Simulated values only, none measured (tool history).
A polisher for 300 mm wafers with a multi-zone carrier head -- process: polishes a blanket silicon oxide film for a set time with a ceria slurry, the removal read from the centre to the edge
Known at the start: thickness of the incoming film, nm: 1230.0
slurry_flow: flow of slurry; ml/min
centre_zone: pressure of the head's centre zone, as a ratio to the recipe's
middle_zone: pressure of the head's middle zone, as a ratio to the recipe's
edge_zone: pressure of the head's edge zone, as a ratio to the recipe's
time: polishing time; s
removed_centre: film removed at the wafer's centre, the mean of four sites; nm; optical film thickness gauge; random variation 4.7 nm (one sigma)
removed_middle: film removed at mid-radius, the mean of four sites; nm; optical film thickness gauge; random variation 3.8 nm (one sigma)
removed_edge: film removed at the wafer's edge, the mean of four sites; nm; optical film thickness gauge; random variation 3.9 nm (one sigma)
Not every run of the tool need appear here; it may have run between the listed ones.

| run | hour | slurry_flow | centre_zone | middle_zone | edge_zone | time | removed_centre | removed_middle | removed_edge |
|---|---|---|---|---|---|---|---|---|---|
| 1 | 0.0 | 195 | 1.00 | 1.00 | 1.00 | 50 | 234.43 | 240.47 | 237.11 |
| 2 | 4.4 | 195 | 1.00 | 1.00 | 1.00 | 38 | 176.52 | 182.89 | 178.93 |
| 3 | 13.1 | 195 | 1.00 | 0.92 | 1.00 | 38 | 175.91 | 170.43 | 182.06 |
| 4 | 16.8 | 195 | 1.00 | 0.92 | 1.00 | 32 | 147.12 | 143.45 | 154.51 |
| 5 | 21.8 | 235 | 1.00 | 0.92 | 1.00 | 32 | 160.75 | 148.11 | 153.18 |
| 6 | 23.0 | 235 | 1.03 | 0.94 | 1.01 | 37 | 186.42 | 176.26 | 181.21 |
| 7 | 31.7 | 250 | 1.06 | 0.95 | 1.01 | 40 | 206.19 | 188.71 | 195.87 |
| 8 | 38.7 | 260 | 1.08 | 0.97 | 1.00 | 43 | 230.21 | 212.68 | 207.10 |
| 9 | 46.5 | 265 | 1.10 | 0.98 | 1.01 | 45 | 246.88 | 218.62 | 223.40 |

Estimate the outcome of run 10 from the log above:
| 10 | 51.9 | 280 | 1.18 | 1.08 | 0.91 | 56 | ? | ? | ? |

For run 10 the tool returned removed_centre 319.43 nm, removed_middle 292.30 nm, removed_edge 259.44 nm.
